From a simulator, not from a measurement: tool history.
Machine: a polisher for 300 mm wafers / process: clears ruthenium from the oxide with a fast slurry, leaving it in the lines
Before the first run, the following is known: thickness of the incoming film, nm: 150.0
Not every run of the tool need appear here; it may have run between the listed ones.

run	hour	flow of slurry (ml/min)	pressure of the wafer on the pad (kPa)	speed of the pad under the wafer (cm/s)	abrasive content of the slurry	overpolish time after the end point (s)	time until the end point was called (s)	dishing of a wide line in a test structure (Å)
1	0.0	255	15.9	84	1.00	13	51.315	323.01
2	6.0	255	13.1	84	1.00	13	60.308	252.99
3	9.8	255	11.7	90	1.00	11	66.548	214.41
4	11.5	255	11.7	90	0.80	11	71.581	201.40
5	15.8	255	11.7	70	0.80	11	86.640	165.33
6	20.9	285	11.0	72	0.95	9	81.819	144.12
7	25.1	285	11.0	72	0.95	9	82.293	139.86
8	27.8	315	11.0	70	1.10	8	78.868	133.58
9	32.1	335	11.7	66	1.20	7	75.488	120.58
10	35.9	350	13.1	60	1.25	6	72.387	109.79
11	38.3	360	14.5	54	1.30	6	69.893	116.26
12	41.4	370	14.5	56	1.35	6	65.295	113.86
13	49.0	375	14.5	56	1.40	6	63.607	120.32

For run 14, what comes out?
14	55.8	375	14.5	56	1.40	6	?	?

{"run 14": {"time until the end point was called (s)": 66.816, "dishing of a wide line in a test structure (Å)": 122.44}}
